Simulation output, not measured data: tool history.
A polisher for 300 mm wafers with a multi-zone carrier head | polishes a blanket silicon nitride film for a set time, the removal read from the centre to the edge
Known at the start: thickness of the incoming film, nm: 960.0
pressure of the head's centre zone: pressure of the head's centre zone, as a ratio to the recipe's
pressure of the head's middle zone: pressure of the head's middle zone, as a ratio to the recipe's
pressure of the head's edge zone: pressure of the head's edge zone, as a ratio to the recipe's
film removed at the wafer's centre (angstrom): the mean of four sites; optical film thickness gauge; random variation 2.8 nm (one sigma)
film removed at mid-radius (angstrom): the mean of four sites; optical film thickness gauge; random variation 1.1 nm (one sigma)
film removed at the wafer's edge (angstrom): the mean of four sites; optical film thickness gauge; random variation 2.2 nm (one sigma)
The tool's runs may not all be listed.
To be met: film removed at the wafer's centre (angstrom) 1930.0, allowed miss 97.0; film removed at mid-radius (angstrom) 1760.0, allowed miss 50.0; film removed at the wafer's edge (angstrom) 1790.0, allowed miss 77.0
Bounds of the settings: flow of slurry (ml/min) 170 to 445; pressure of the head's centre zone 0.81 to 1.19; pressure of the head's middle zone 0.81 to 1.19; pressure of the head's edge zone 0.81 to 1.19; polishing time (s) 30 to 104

run  hour  flow of slurry (ml/min)  pressure of the head's centre zone  pressure of the head's middle zone  pressure of the head's edge zone  polishing time (s)  film removed at the wafer's centre (angstrom)  film removed at mid-radius (angstrom)  film removed at the wafer's edge (angstrom)
  1   0.0                      285                                1.00                                1.00                              1.00                  67                                         1399.4                                 1382.4                                       1391.2
  2   1.1                      255                                1.00                                1.00                              1.00                  67                                         1440.5                                 1372.5                                       1388.0
  3   4.2                      210                                1.00                                1.00                              1.00                  67                                         1378.6                                 1328.1                                       1380.5
  4   7.2                      210                                1.00                                1.00                              0.94                  67                                         1392.0                                 1335.0                                       1311.9
  5  15.7                      210                                1.00                                1.00                              0.94                  57                                         1154.5                                 1152.0                                       1147.4
  6  17.3                      210                                1.00                                1.00                              0.86                  57                                         1204.4                                 1133.7                                       1078.5
  7  22.1                      220                                1.04                                1.02                              0.94                  64                                         1344.8                                 1317.8                                       1280.0
  8  26.4                      235                                1.08                                1.02                              0.97                  69                                         1550.3                                 1415.5                                       1392.1
  9  29.1                      240                                1.10                                1.04                              1.02                  72                                         1658.4                                 1505.8                                       1488.8

Which of these 5 next moves meets every target?
  A  31.8                      240                                1.16                                1.04                              0.93                  80                                              ?                                      ?                                            ?
  B  31.8                      195                                1.19                                1.04                              0.97                  80                                              ?                                      ?                                            ?
  C  31.8                      235                                1.08                                1.04                              1.06                  78                                              ?                                      ?                                            ?
  D  31.8                      270                                1.07                                0.95                              1.03                  84                                              ?                                      ?                                            ?
  E  31.8                      225                                1.08                                1.02                              1.04                  85                                              ?                                      ?                                            ?

move  film removed at the wafer's centre (angstrom)  film removed at mid-radius (angstrom)  film removed at the wafer's edge (angstrom)
   A                                         1927.1                                 1653.6                                       1621.2
   B                                         1909.4                                 1602.1                                       1615.5
   C                                         1743.0                                 1608.1                                       1679.9
   D                                         1894.9                                 1633.1                                       1809.6
   E                                         1886.3                                 1713.3                                       1805.7
A: nearer than the last run, and not there yet
B: nearer than the last run, and not there yet
C: nearer than the last run, and not there yet
D: nearer than the last run, and not there yet
E: meets every target
Answer: E
